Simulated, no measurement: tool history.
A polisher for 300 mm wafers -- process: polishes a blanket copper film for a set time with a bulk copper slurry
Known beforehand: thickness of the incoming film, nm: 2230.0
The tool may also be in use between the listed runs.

| run | hour | flow of slurry (ml/min) | pressure of the wafer on the pad (kPa) | speed of the pad under the wafer (m/s) | abrasive content of the slurry | polishing time (s) | film removed (nm) |
|---|---|---|---|---|---|---|---|
| 1 | 0.0 | 170 | 20.0 | 0.96 | 1.0 | 51 | 483.82 |
| 2 | 5.7 | 170 | 20.0 | 0.96 | 0.9 | 51 | 489.83 |
| 3 | 10.1 | 175 | 21.4 | 0.96 | 0.9 | 51 | 525.40 |
| 4 | 12.4 | 175 | 21.4 | 0.86 | 0.9 | 51 | 471.13 |
| 5 | 19.2 | 180 | 22.8 | 0.86 | 0.9 | 51 | 504.43 |
| 6 | 25.5 | 180 | 22.8 | 0.64 | 0.9 | 51 | 409.09 |

Run 7, settings as shown, results not yet in. Your forecast:
| 7 | 34.3 | 180 | 25.5 | 0.64 | 0.9 | 51 | ? |

film removed (nm): 442.98
